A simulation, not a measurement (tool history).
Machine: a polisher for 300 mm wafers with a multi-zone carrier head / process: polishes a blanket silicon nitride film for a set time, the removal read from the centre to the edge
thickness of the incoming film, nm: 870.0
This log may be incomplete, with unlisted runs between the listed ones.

| run | hour | flow of slurry (ml/min) | pressure of the head's centre zone | pressure of the head's middle zone | pressure of the head's edge zone | polishing time (s) | film removed at the wafer's centre (angstrom) | film removed at mid-radius (angstrom) | film removed at the wafer's edge (angstrom) |
|---|---|---|---|---|---|---|---|---|---|
| 1 | 0.0 | 245 | 1.00 | 1.00 | 1.00 | 83 | 1849.4 | 1869.6 | 1917.8 |
| 2 | 4.8 | 245 | 0.92 | 1.00 | 1.00 | 83 | 1663.6 | 1866.8 | 1929.7 |
| 3 | 6.9 | 280 | 0.92 | 1.00 | 1.00 | 83 | 1713.6 | 1917.3 | 1973.5 |
| 4 | 11.9 | 280 | 0.92 | 1.00 | 0.96 | 83 | 1735.1 | 1936.1 | 1889.2 |
| 5 | 13.7 | 290 | 0.95 | 1.01 | 0.98 | 84 | 1787.5 | 1925.4 | 1960.1 |
| 6 | 19.1 | 290 | 0.95 | 1.01 | 0.98 | 77 | 1648.1 | 1779.1 | 1797.1 |
| 7 | 25.2 | 295 | 0.98 | 1.02 | 0.99 | 79 | 1755.0 | 1881.7 | 1856.6 |
| 8 | 30.9 | 300 | 1.01 | 1.02 | 1.01 | 81 | 1865.1 | 1901.2 | 1923.9 |

Run 9 has not been measured yet. What should we expect?
| 9 | 38.2 | 300 | 1.01 | 1.02 | 1.01 | 81 | ? | ? | ? |

film removed at the wafer's centre (angstrom): 1864.0
film removed at mid-radius (angstrom): 1937.5
film removed at the wafer's edge (angstrom): 1888.8
